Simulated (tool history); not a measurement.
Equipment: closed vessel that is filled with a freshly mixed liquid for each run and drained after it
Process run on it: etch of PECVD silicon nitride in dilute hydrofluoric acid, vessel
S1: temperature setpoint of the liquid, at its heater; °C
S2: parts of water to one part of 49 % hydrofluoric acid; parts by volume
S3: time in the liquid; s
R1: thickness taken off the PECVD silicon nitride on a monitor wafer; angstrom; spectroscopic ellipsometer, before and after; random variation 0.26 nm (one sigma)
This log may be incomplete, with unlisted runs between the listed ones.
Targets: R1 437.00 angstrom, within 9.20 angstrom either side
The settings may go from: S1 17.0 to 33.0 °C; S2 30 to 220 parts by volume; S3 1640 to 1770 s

run	day	S1	S2	S3	R1
1	0.000	25.0	125	1640	244.23
2	0.354	25.0	105	1640	287.47
3	0.658	25.0	105	1640	289.48
4	0.838	21.5	105	1640	228.85
5	0.975	23.5	105	1640	259.16
6	1.325	20.0	105	1640	207.59
7	1.696	24.0	105	1640	268.77
8	1.725	25.5	105	1640	297.53
9	1.875	26.5	105	1640	321.31
10	2.200	27.5	105	1640	341.08
11	2.354	28.0	105	1640	353.66
12	2.608	28.5	105	1640	361.47
13	2.808	29.0	105	1640	373.99
14	2.875	29.5	105	1640	384.39
15	3.083	30.0	105	1640	399.82
16	3.125	30.5	105	1640	409.69
17	3.425	31.0	105	1640	422.72

Which single option among these 4 for the next run brings every result within its allowed miss of target? Just one does.
A	3.725	30.5	115	1705	?
B	3.725	31.0	115	1730	?
C	3.725	30.5	105	1640	?
D	3.725	33.0	120	1700	?

move	R1
A	387.31
B	405.33
C	408.38
D	431.06
A: misses by more than the last run did
B: misses by more than the last run did
C: misses by more than the last run did
D: every result lands within tolerance
The right move is D.
